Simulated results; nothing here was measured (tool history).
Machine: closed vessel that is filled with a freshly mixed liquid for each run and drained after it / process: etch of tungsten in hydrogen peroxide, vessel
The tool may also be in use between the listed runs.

| run | day | temperature setpoint of the liquid (K) | concentration of hydrogen peroxide in the mixed liquid (% by weight) | time in the liquid (s) | thickness taken off the tungsten on a monitor wafer (Å) |
|---|---|---|---|---|---|
| 1 | 0 | 327.15 | 21 | 100 | 3594.7 |
| 2 | 0.342 | 328.15 | 21 | 100 | 3750 |
| 3 | 0.542 | 328.15 | 16.5 | 100 | 3300.1 |
| 4 | 0.7 | 329.15 | 16.5 | 100 | 3494.6 |
| 5 | 1.004 | 329.15 | 12.5 | 100 | 3074.7 |
| 6 | 1.179 | 329.15 | 12.5 | 105 | 3228.9 |

Run 7 has not been measured yet. What should we expect?
| 7 | 1.521 | 330.65 | 12.5 | 105 | ? |

thickness taken off the tungsten on a monitor wafer (Å): 3549.8
